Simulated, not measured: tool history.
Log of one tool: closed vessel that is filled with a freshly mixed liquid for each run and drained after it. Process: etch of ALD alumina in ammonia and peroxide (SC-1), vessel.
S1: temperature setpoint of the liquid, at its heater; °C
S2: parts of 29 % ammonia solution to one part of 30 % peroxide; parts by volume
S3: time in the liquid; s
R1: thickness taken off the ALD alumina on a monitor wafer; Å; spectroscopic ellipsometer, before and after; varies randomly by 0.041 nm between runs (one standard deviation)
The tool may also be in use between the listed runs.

| run | hour | S1 | S2 | S3 | R1 |
|---|---|---|---|---|---|
| 1 | 0 | 49 | 0.6 | 200 | 128.32 |
| 2 | 8 | 46.5 | 0.6 | 200 | 111.28 |
| 3 | 16.4 | 45 | 0.6 | 200 | 101.96 |
| 4 | 17.1 | 51 | 0.6 | 200 | 142.64 |
| 5 | 25.6 | 48 | 0.6 | 200 | 120.64 |
| 6 | 29.5 | 54 | 0.6 | 200 | 166.59 |
| 7 | 33.8 | 46 | 0.55 | 200 | 107.11 |
| 8 | 34.6 | 44.5 | 0.55 | 200 | 97.295 |

Run 9, settings as shown, results not yet in. Your forecast:
| 9 | 40 | 43.5 | 0.55 | 200 | ? |

{"run 9": {"R1": 92.22}}
